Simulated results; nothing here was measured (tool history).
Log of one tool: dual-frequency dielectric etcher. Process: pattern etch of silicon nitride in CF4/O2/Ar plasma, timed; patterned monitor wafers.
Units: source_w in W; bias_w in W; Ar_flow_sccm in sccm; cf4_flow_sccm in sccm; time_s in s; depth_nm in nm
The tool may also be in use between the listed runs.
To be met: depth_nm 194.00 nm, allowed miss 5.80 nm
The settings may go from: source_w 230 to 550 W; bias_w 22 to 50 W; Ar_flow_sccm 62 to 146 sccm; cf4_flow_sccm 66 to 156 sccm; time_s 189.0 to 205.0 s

run  hour  source_w  bias_w  Ar_flow_sccm  cf4_flow_sccm  time_s  depth_nm
  1   0.0       390      36           104            111   205.0    298.42
  2   2.4       390      36           104             94   205.0    291.00
  3  10.5       390      36            90             94   205.0    296.60
  4  14.6       390      36            90             94   205.0    297.95
  5  19.8       370      35            91             93   204.5    275.59
  6  22.2       370      35            91            107   204.5    280.99
  7  26.6       350      35            91            107   204.5    263.38
  8  35.4       340      35            91            107   204.5    255.79
  9  41.6       330      35            91            107   204.5    246.55
 10  48.7       330      35            91            107   204.5    248.92
 11  52.5       320      35            91            107   204.5    240.06
 12  53.2       310      35            91            107   204.5    231.98
 13  54.2       300      35            91            107   204.5    223.35
 14  60.1       290      35            91            107   204.5    214.77
 15  67.3       240      34            92            107   204.5    168.98
 16  72.6       260      34            92            107   204.5    186.35

4 next moves are on the table. One of them brings every result within its allowed miss. Which?
  A  77.9       270      32            90            106   192.5         ?
  B  77.9       260      27            81            118   200.0         ?
  C  77.9       280      32           101            112   198.0         ?
  D  77.9       270      35            96            108   190.0         ?

move  depth_nm
   A    180.24
   B    173.41
   C    192.26
   D    182.57
A: further off than the last run
B: further off than the last run
C: meets every target
D: further off than the last run
Answer: C
